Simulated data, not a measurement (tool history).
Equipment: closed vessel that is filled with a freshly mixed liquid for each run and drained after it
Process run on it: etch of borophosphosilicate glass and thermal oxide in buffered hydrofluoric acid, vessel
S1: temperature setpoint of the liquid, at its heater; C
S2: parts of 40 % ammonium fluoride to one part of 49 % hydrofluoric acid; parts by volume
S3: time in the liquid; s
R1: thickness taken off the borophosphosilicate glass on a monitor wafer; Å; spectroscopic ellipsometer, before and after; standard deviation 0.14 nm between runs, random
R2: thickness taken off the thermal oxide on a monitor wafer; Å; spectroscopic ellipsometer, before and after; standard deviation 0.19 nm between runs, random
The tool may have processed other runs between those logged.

run 1 day=0.000 | S1=24.0 S2=20.0 S3=60 | R1=397.27 R2=324.62
run 2 day=0.275 | S1=24.0 S2=18.0 S3=60 | R1=441.98 R2=360.85
run 3 day=0.383 | S1=22.0 S2=19.5 S3=60 | R1=359.77 R2=301.79
run 4 day=0.475 | S1=21.0 S2=21.0 S3=60 | R1=323.25 R2=267.10
run 5 day=0.638 | S1=19.0 S2=21.0 S3=60 | R1=294.20 R2=238.00
run 6 day=0.871 | S1=18.5 S2=21.5 S3=60 | R1=277.43 R2=225.45
run 7 day=0.912 | S1=18.0 S2=22.0 S3=60 | R1=265.47 R2=216.63

Run 8, settings as shown, results not yet in. Your forecast:
run 8 day=1.004 | S1=17.5 S2=22.0 S3=60 | R1=? R2=?

{"run 8": {"R1": 260.46, "R2": 208.21}}
